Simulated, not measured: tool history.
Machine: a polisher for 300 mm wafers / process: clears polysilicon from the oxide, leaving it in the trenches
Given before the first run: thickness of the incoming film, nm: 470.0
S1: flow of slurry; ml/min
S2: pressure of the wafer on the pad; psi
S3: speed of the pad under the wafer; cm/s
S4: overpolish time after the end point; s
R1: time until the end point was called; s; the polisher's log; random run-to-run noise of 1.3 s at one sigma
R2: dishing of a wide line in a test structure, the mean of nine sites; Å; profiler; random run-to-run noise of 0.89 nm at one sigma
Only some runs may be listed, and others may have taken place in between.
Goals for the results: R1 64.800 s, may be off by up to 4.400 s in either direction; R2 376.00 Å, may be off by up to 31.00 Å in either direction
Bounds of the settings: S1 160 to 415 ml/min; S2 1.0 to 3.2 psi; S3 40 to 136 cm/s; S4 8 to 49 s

run,hour,S1,S2,S3,S4,R1,R2
1,0.0,265,2.1,88,25,48.097,653.88
2,1.7,265,2.1,88,31,45.616,658.14
3,4.1,265,2.0,88,25,49.170,661.40
4,12.5,265,2.2,88,25,44.007,676.48
5,17.0,270,1.9,92,31,46.816,652.45
6,20.6,300,1.9,92,31,47.528,648.07
7,24.3,330,1.7,92,35,53.408,636.60
8,29.6,350,1.5,96,33,59.890,663.89
9,30.5,305,1.6,82,37,63.534,649.15
10,36.5,330,1.7,78,40,63.281,658.78
11,37.3,290,1.5,86,32,65.380,637.90
12,43.4,260,1.4,90,32,66.337,630.36
13,45.0,235,1.3,94,33,68.076,625.88
14,50.1,215,1.2,100,27,70.371,607.86
15,50.8,200,1.2,106,22,67.432,611.15
# hour 55.6: head pressure recalibrated
16,55.6,190,1.2,110,19,57.280,570.90
17,62.9,185,1.2,110,16,58.203,559.11
18,65.4,185,1.2,110,16,57.644,589.61
19,72.4,180,1.2,110,14,58.489,536.20
20,80.2,235,1.2,104,13,59.979,502.65
21,84.2,270,1.2,102,12,59.696,478.12
22,88.7,300,1.2,100,11,61.670,452.59
23,94.7,325,1.2,100,10,61.138,441.87
24,96.9,345,1.2,100,10,59.826,439.80
25,104.7,345,1.2,100,10,61.818,452.40

Pick the move, out of 5, that brings all results within their allowed miss; only one does.
A,112.5,365,1.1,100,8,?,?
B,112.5,300,1.1,92,16,?,?
C,112.5,410,1.4,88,15,?,?
D,112.5,320,1.3,92,10,?,?
E,112.5,250,1.3,86,20,?,?

move,R1,R2
A,63.590,376.25
B,69.929,520.17
C,56.832,550.83
D,59.397,447.63
E,64.655,581.28
A: all results in spec
B: the biggest miss grows against the last run
C: the biggest miss grows against the last run
D: moves toward the targets from the last run without getting all of them in spec
E: the biggest miss grows against the last run
A is the move that brings every result within its allowed miss.
